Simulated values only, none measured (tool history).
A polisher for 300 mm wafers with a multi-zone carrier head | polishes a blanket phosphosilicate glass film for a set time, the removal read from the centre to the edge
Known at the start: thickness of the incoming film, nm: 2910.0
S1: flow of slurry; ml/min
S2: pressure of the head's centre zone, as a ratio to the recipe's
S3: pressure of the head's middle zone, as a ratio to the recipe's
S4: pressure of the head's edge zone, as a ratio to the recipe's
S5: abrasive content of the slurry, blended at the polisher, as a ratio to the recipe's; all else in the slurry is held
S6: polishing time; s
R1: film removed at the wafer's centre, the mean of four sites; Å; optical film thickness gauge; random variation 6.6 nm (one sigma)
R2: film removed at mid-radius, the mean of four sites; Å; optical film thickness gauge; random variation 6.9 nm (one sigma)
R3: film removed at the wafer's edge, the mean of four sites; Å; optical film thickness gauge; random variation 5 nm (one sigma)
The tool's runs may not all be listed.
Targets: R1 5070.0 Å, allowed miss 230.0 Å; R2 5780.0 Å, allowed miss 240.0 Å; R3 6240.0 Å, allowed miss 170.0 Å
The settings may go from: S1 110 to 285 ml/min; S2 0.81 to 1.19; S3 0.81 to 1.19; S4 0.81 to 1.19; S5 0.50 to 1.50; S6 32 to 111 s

Run 1, day 0.000: S1 180 ml/min, S2 1.00, S3 1.00, S4 1.00, S5 1.00, S6 71 s. Result: R1 5021.1 Å, R2 4771.5 Å, R3 5085.8 Å.
Run 2, day 0.300: S1 180 ml/min, S2 1.05, S3 1.00, S4 1.00, S5 1.00, S6 71 s. Result: R1 5215.8 Å, R2 4759.4 Å, R3 5188.9 Å.
Run 3, day 0.438: S1 180 ml/min, S2 1.05, S3 1.00, S4 1.00, S5 1.00, S6 84 s. Result: R1 6339.3 Å, R2 5609.6 Å, R3 6000.0 Å.
Run 4, day 0.500: S1 180 ml/min, S2 1.05, S3 1.00, S4 1.00, S5 1.20, S6 84 s. Result: R1 6448.8 Å, R2 6182.2 Å, R3 6400.9 Å.
Run 5, day 0.846: S1 180 ml/min, S2 1.05, S3 0.92, S4 1.00, S5 1.20, S6 84 s. Result: R1 6569.1 Å, R2 5853.7 Å, R3 6486.0 Å.
Run 6, day 1.138: S1 175 ml/min, S2 1.02, S3 0.93, S4 1.01, S5 1.20, S6 84 s. Result: R1 6586.0 Å, R2 5751.5 Å, R3 6463.5 Å.
Run 7, day 1.233: S1 225 ml/min, S2 0.92, S3 1.03, S4 1.11, S5 0.95, S6 83 s. Result: R1 5422.8 Å, R2 5682.3 Å, R3 6283.8 Å.
Run 8, day 1.396: S1 225 ml/min, S2 0.91, S3 1.03, S4 1.11, S5 0.95, S6 83 s. Result: R1 5423.5 Å, R2 5742.4 Å, R3 6241.2 Å.
Run 9, day 1.521: S1 225 ml/min, S2 0.90, S3 1.03, S4 1.11, S5 0.95, S6 83 s. Result: R1 5278.4 Å, R2 5813.1 Å, R3 6341.1 Å.

Which of these 4 next moves meets every target?
Run A, day 1.646: S1 210 ml/min, S2 0.81, S3 1.03, S4 1.17, S5 1.00, S6 83 s. Result: R1 ?, R2 ?, R3 ?.
Run B, day 1.646: S1 235 ml/min, S2 0.87, S3 1.04, S4 1.11, S5 0.90, S6 83 s. Result: R1 ?, R2 ?, R3 ?.
Run C, day 1.646: S1 225 ml/min, S2 0.95, S3 0.97, S4 1.13, S5 0.95, S6 84 s. Result: R1 ?, R2 ?, R3 ?.
Run D, day 1.646: S1 245 ml/min, S2 1.01, S3 1.05, S4 1.05, S5 0.95, S6 85 s. Result: R1 ?, R2 ?, R3 ?.

move      R1      R2      R3
   A  4915.5  5815.1  6484.1
   B  5144.5  5691.7  6107.6
   C  5778.8  5569.1  6357.3
   D  6292.9  6024.0  6233.2
A: brings the result that was furthest off to its target, and leaves another outside
B: meets every target
C: further off than the last run
D: further off than the last run
The right move is B.
